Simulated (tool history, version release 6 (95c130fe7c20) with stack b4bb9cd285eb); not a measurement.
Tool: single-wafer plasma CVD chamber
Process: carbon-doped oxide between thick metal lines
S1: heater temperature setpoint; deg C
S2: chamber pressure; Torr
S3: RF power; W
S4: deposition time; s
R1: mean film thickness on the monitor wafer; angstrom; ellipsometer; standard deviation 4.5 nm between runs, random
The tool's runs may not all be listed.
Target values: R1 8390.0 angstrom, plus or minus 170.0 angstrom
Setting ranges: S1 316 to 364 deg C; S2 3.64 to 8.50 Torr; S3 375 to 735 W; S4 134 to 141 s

{"run": 1, "hour": 0.0, "S1": 340, "S2": 6.07, "S3": 555, "S4": 141, "R1": 7232.7}
{"run": 2, "hour": 7.1, "S1": 334, "S2": 6.07, "S3": 555, "S4": 141, "R1": 7428.3}
{"run": 3, "hour": 11.5, "S1": 333, "S2": 6.17, "S3": 560, "S4": 141, "R1": 7463.6}
{"run": 4, "hour": 18.8, "S1": 332, "S2": 6.24, "S3": 570, "S4": 141, "R1": 7604.2}
{"run": 5, "hour": 21.1, "S1": 331, "S2": 6.33, "S3": 575, "S4": 141, "R1": 7753.5}
{"run": 6, "hour": 27.6, "S1": 330, "S2": 6.42, "S3": 575, "S4": 141, "R1": 7796.1}
{"run": 7, "hour": 29.6, "S1": 329, "S2": 6.51, "S3": 575, "S4": 141, "R1": 7743.7}
{"run": 8, "hour": 33.3, "S1": 328, "S2": 6.53, "S3": 580, "S4": 141, "R1": 7898.5}
{"run": 9, "hour": 34.5, "S1": 327, "S2": 6.6, "S3": 580, "S4": 141, "R1": 7882.7}
{"run": 10, "hour": 43.0, "S1": 326, "S2": 6.64, "S3": 585, "S4": 141, "R1": 7920.7}
{"run": 11, "hour": 49.7, "S1": 325, "S2": 6.67, "S3": 590, "S4": 141, "R1": 8126.2}

Below are 5 possible settings for the next run. Only one of them brings all results inside the allowed miss of their targets. Which is it?
{"run": "A", "hour": 56.4, "S1": 316, "S2": 5.67, "S3": 650, "S4": 141, "R1": "?"}
{"run": "B", "hour": 56.4, "S1": 321, "S2": 6.72, "S3": 650, "S4": 141, "R1": "?"}
{"run": "C", "hour": 56.4, "S1": 323, "S2": 7.02, "S3": 650, "S4": 141, "R1": "?"}
{"run": "D", "hour": 56.4, "S1": 322, "S2": 5.74, "S3": 620, "S4": 141, "R1": "?"}
{"run": "E", "hour": 56.4, "S1": 319, "S2": 6.94, "S3": 645, "S4": 141, "R1": "?"}

move=A R1=8833.7
move=B R1=8779.6
move=C R1=8730.4
move=D R1=8344.3
move=E R1=8826.1
A: takes the result that was furthest off past its target
B: takes the result that was furthest off past its target
C: takes the result that was furthest off past its target
D: every result within its allowed miss
E: takes the result that was furthest off past its target
D meets every target.

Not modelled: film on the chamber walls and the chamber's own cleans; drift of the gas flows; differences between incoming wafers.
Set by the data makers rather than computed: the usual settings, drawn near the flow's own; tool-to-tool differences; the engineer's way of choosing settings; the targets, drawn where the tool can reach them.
